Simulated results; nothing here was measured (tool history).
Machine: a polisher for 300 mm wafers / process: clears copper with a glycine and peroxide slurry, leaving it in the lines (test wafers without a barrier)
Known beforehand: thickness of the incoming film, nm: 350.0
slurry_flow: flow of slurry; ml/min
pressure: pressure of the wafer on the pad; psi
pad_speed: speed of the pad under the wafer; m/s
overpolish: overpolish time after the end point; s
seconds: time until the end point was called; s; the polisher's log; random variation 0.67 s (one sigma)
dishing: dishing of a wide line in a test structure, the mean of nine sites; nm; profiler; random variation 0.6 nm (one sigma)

run 1 day=0.000 | slurry_flow=290 pressure=2.3 pad_speed=0.82 overpolish=11 | seconds=108.830 dishing=27.046
run 2 day=0.042 | slurry_flow=290 pressure=2.3 pad_speed=0.92 overpolish=11 | seconds=101.430 dishing=28.822
run 3 day=0.121 | slurry_flow=290 pressure=2.7 pad_speed=0.94 overpolish=9 | seconds=87.328 dishing=26.790
run 4 day=0.433 | slurry_flow=290 pressure=2.7 pad_speed=0.80 overpolish=9 | seconds=97.755 dishing=25.027
run 5 day=0.575 | slurry_flow=295 pressure=3.0 pad_speed=0.84 overpolish=8 | seconds=87.072 dishing=25.273
run 6 day=0.625 | slurry_flow=295 pressure=3.2 pad_speed=0.84 overpolish=8 | seconds=82.756 dishing=27.065
run 7 day=0.896 | slurry_flow=295 pressure=3.3 pad_speed=0.90 overpolish=7 | seconds=76.464 dishing=25.334

Run 8 is up next; what results do you expect?
run 8 day=1.154 | slurry_flow=295 pressure=3.4 pad_speed=0.94 overpolish=7 | seconds=? dishing=?

Run 8 came out at seconds 73.408 s, dishing 26.576 nm.
